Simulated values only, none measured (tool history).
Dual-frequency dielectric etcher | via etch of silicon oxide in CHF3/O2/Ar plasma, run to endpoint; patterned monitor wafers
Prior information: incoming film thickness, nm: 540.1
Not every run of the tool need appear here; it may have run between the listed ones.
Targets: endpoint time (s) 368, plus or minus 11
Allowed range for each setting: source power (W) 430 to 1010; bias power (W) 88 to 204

run,hour,source power (W),bias power (W),endpoint time (s)
1,0,720,146,295.24
2,1.3,720,156,287.58
3,8.8,650,156,303.56
4,14.7,650,139,321.41
5,17.1,620,138,328.74
6,21.5,620,153,315.68
7,22.9,480,124,401.87
8,28.9,590,128,348.71
9,35.2,590,128,344.54
10,37.6,480,118,408.59
11,41.2,500,119,395.14
12,46.2,510,119,392.37
13,49.7,610,128,339.81
14,54.8,600,127,345.86
15,58.6,590,127,348.37
16,63.6,580,127,353.62
17,67,570,127,356.59

Next run, 5 choices. One meets every target within its allowed miss, the rest don't. Which?
A,70.4,550,149,?
B,70.4,580,133,?
C,70.4,620,101,?
D,70.4,610,129,?
E,70.4,720,96,?

move,endpoint time (s)
A,341.44
B,346.02
C,370.31
D,340.06
E,346.79
A: further off than the last run
B: further off than the last run
C: each result inside its tolerance
D: further off than the last run
E: further off than the last run
C is the move that brings every result within its allowed miss.
